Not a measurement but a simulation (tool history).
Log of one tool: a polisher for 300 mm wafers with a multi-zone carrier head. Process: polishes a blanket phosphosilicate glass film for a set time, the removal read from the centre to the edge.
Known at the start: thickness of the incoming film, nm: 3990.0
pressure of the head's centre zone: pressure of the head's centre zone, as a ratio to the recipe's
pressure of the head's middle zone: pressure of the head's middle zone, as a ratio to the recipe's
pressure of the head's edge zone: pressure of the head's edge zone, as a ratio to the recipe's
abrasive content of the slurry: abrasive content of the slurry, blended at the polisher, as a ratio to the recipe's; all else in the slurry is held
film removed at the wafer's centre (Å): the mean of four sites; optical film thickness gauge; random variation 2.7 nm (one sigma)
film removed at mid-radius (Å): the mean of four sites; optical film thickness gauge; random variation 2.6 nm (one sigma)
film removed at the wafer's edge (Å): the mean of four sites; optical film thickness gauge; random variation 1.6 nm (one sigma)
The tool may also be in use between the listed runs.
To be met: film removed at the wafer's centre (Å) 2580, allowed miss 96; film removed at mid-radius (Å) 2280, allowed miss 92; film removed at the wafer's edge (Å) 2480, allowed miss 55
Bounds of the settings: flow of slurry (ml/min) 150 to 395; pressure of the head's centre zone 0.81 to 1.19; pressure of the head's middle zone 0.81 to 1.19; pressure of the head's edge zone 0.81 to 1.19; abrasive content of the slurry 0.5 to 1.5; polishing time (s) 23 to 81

run	hour	flow of slurry (ml/min)	pressure of the head's centre zone	pressure of the head's middle zone	pressure of the head's edge zone	abrasive content of the slurry	polishing time (s)	film removed at the wafer's centre (Å)	film removed at mid-radius (Å)	film removed at the wafer's edge (Å)
1	0	250	1	1	1	1	52	2709.8	2658.3	2788.5
2	6.4	240	1	0.97	0.96	0.95	52	2600.7	2580.9	2686.4
3	12.2	240	1	0.91	0.96	0.95	52	2613	2409.9	2654.9
4	13.8	240	1	0.99	0.96	0.95	52	2562.1	2590.7	2629.6
5	22	230	1.02	0.96	0.95	0.95	52	2565.7	2590	2635.4
6	23.7	230	1.02	0.96	0.95	0.95	42	2110.6	1992.5	2112.4
7	27.3	250	1.04	0.99	0.99	1	42	2232.9	2131	2236
8	36	270	1.06	0.99	1.02	1	42	2329.7	2233.6	2301.3

4 next moves are on the table. One of them brings every result within its allowed miss. Which?
A	44.7	315	1.04	1.03	1.03	0.9	43	?	?	?
B	44.7	285	1.06	0.9	0.94	1.15	44	?	?	?
C	44.7	295	1.04	1.15	0.97	0.75	48	?	?	?
D	44.7	215	0.95	1	1.12	1.1	42	?	?	?

move	film removed at the wafer's centre (Å)	film removed at mid-radius (Å)	film removed at the wafer's edge (Å)
A	2218.9	2229.3	2218
B	2586.7	2281	2453.6
C	2213.4	2443.3	2155.2
D	2089.4	2254.5	2413.5
A: further off than the last run
B: meets every target
C: further off than the last run
D: further off than the last run
The right move is B.
